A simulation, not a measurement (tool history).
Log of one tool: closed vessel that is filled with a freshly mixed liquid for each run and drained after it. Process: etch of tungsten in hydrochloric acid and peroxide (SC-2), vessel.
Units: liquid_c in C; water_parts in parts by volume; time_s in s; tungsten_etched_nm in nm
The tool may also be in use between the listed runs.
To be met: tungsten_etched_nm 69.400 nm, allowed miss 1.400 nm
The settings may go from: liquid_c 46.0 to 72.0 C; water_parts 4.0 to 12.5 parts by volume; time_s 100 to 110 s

Run 1, hour 0.0: liquid_c 62.0 C, water_parts 7.0 parts by volume, time_s 100 s. Result: tungsten_etched_nm 92.091 nm.
Run 2, hour 7.5: liquid_c 61.0 C, water_parts 7.0 parts by volume, time_s 100 s. Result: tungsten_etched_nm 86.840 nm.
Run 3, hour 8.8: liquid_c 60.0 C, water_parts 7.0 parts by volume, time_s 100 s. Result: tungsten_etched_nm 81.241 nm.
Run 4, hour 14.3: liquid_c 60.0 C, water_parts 7.0 parts by volume, time_s 100 s. Result: tungsten_etched_nm 80.888 nm.
Run 5, hour 22.1: liquid_c 59.5 C, water_parts 7.0 parts by volume, time_s 100 s. Result: tungsten_etched_nm 79.110 nm.
Run 6, hour 30.9: liquid_c 59.0 C, water_parts 7.0 parts by volume, time_s 100 s. Result: tungsten_etched_nm 77.068 nm.
Run 7, hour 37.3: liquid_c 59.0 C, water_parts 7.0 parts by volume, time_s 100 s. Result: tungsten_etched_nm 77.475 nm.
Run 8, hour 45.4: liquid_c 57.0 C, water_parts 7.0 parts by volume, time_s 100 s. Result: tungsten_etched_nm 67.463 nm.

5 next moves are on the table. One of them brings every result within its allowed miss. Which?
Run A, hour 53.5: liquid_c 52.5 C, water_parts 4.5 parts by volume, time_s 100 s. Result: tungsten_etched_nm ?.
Run B, hour 53.5: liquid_c 52.5 C, water_parts 5.0 parts by volume, time_s 100 s. Result: tungsten_etched_nm ?.
Run C, hour 53.5: liquid_c 62.0 C, water_parts 10.5 parts by volume, time_s 100 s. Result: tungsten_etched_nm ?.
Run D, hour 53.5: liquid_c 56.0 C, water_parts 7.5 parts by volume, time_s 110 s. Result: tungsten_etched_nm ?.
Run E, hour 53.5: liquid_c 60.5 C, water_parts 9.0 parts by volume, time_s 105 s. Result: tungsten_etched_nm ?.

move  tungsten_etched_nm
   A              69.820
   B              64.833
   C              66.556
   D              65.963
   E              72.332
A: meets every target
B: further off than the last run
C: further off than the last run
D: further off than the last run
E: takes the result that was furthest off past its target
Move A is the one to make.
